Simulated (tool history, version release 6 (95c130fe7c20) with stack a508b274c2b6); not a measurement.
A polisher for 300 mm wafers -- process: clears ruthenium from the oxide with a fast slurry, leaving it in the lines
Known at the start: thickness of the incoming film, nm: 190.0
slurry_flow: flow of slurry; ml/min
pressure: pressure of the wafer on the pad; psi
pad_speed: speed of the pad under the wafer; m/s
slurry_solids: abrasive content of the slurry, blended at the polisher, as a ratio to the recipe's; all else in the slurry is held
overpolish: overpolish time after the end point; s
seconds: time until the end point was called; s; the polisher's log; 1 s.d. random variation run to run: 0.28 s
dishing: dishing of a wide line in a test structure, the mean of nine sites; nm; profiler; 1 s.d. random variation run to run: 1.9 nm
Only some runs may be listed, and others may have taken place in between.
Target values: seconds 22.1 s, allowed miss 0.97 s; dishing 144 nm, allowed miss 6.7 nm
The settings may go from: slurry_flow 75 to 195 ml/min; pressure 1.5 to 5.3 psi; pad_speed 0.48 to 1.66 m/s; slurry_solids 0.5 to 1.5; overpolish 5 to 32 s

Run 1, day 0: slurry_flow 125 ml/min, pressure 3.4 psi, pad_speed 1.06 m/s, slurry_solids 1, overpolish 16 s. Result: seconds 39.257 s, dishing 71.125 nm.
Run 2, day 0.208: slurry_flow 125 ml/min, pressure 3.4 psi, pad_speed 1.26 m/s, slurry_solids 1, overpolish 16 s. Result: seconds 33.246 s, dishing 81.158 nm.
Run 3, day 0.433: slurry_flow 125 ml/min, pressure 3.8 psi, pad_speed 1.26 m/s, slurry_solids 1, overpolish 17 s. Result: seconds 30.452 s, dishing 91.91 nm.
Run 4, day 0.767: slurry_flow 125 ml/min, pressure 3.8 psi, pad_speed 1.46 m/s, slurry_solids 1, overpolish 17 s. Result: seconds 25.499 s, dishing 103.98 nm.
Run 5, day 0.975: slurry_flow 125 ml/min, pressure 3.8 psi, pad_speed 1.46 m/s, slurry_solids 1.05, overpolish 17 s. Result: seconds 25.276 s, dishing 106.36 nm.
Run 6, day 1.125: slurry_flow 125 ml/min, pressure 3.9 psi, pad_speed 1.46 m/s, slurry_solids 1.05, overpolish 18 s. Result: seconds 24.72 s, dishing 110.82 nm.
Run 7, day 1.4: slurry_flow 130 ml/min, pressure 4 psi, pad_speed 1.46 m/s, slurry_solids 1.05, overpolish 19 s. Result: seconds 24.422 s, dishing 120.38 nm.
Run 8, day 1.542: slurry_flow 135 ml/min, pressure 4.4 psi, pad_speed 1.46 m/s, slurry_solids 1.05, overpolish 21 s. Result: seconds 21.659 s, dishing 135.81 nm.

Which single option among these 4 for the next run brings every result within its allowed miss of target? Just one does.
Run A, day 1.683: slurry_flow 135 ml/min, pressure 4.9 psi, pad_speed 1.38 m/s, slurry_solids 0.9, overpolish 19 s. Result: seconds ?, dishing ?.
Run B, day 1.683: slurry_flow 125 ml/min, pressure 4.7 psi, pad_speed 1.52 m/s, slurry_solids 0.95, overpolish 20 s. Result: seconds ?, dishing ?.
Run C, day 1.683: slurry_flow 135 ml/min, pressure 4.1 psi, pad_speed 1.52 m/s, slurry_solids 1.15, overpolish 23 s. Result: seconds ?, dishing ?.
Run D, day 1.683: slurry_flow 175 ml/min, pressure 3.9 psi, pad_speed 1.48 m/s, slurry_solids 1.15, overpolish 19 s. Result: seconds ?, dishing ?.

move  seconds  dishing
   A    21.81   131.59
   B   20.629   141.62
   C   21.747   149.98
   D   22.373   129.25
A: lands further from the targets than the last run did
B: gets the furthest-off result to its target, but another result is out of tolerance
C: in spec on every target
D: lands further from the targets than the last run did
The right move is C.
